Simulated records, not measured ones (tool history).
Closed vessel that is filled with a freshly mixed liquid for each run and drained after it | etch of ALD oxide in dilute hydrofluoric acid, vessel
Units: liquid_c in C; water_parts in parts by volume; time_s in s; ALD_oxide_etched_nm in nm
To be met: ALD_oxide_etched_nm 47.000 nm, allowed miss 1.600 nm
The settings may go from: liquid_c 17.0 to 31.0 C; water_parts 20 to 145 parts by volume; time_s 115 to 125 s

{"run": 1, "hour": 0.0, "liquid_c": 23.0, "water_parts": 80, "time_s": 115, "ALD_oxide_etched_nm": 31.175}
{"run": 2, "hour": 5.9, "liquid_c": 21.0, "water_parts": 80, "time_s": 115, "ALD_oxide_etched_nm": 29.15}
{"run": 3, "hour": 9.9, "liquid_c": 23.5, "water_parts": 75, "time_s": 115, "ALD_oxide_etched_nm": 34.827}
{"run": 4, "hour": 13.8, "liquid_c": 20.5, "water_parts": 75, "time_s": 115, "ALD_oxide_etched_nm": 30.423}
{"run": 5, "hour": 20.6, "liquid_c": 23.0, "water_parts": 75, "time_s": 115, "ALD_oxide_etched_nm": 33.896}
{"run": 6, "hour": 25.1, "liquid_c": 25.0, "water_parts": 75, "time_s": 115, "ALD_oxide_etched_nm": 37.168}
{"run": 7, "hour": 34.0, "liquid_c": 29.0, "water_parts": 75, "time_s": 115, "ALD_oxide_etched_nm": 42.803}
{"run": 8, "hour": 42.3, "liquid_c": 29.5, "water_parts": 75, "time_s": 115, "ALD_oxide_etched_nm": 44.126}
{"run": 9, "hour": 50.8, "liquid_c": 30.0, "water_parts": 75, "time_s": 115, "ALD_oxide_etched_nm": 45.11}

4 next moves are on the table. One of them brings every result within its allowed miss. Which?
{"run": "A", "hour": 59.3, "liquid_c": 29.0, "water_parts": 75, "time_s": 115, "ALD_oxide_etched_nm": "?"}
{"run": "B", "hour": 59.3, "liquid_c": 29.0, "water_parts": 80, "time_s": 125, "ALD_oxide_etched_nm": "?"}
{"run": "C", "hour": 59.3, "liquid_c": 31.0, "water_parts": 80, "time_s": 125, "ALD_oxide_etched_nm": "?"}
{"run": "D", "hour": 59.3, "liquid_c": 31.0, "water_parts": 70, "time_s": 115, "ALD_oxide_etched_nm": "?"}

move=A ALD_oxide_etched_nm=43.328
move=B ALD_oxide_etched_nm=43.837
move=C ALD_oxide_etched_nm=47.314
move=D ALD_oxide_etched_nm=50.503
A: further off than the last run
B: further off than the last run
C: meets every target
D: takes the result that was furthest off past its target
The right move is C.

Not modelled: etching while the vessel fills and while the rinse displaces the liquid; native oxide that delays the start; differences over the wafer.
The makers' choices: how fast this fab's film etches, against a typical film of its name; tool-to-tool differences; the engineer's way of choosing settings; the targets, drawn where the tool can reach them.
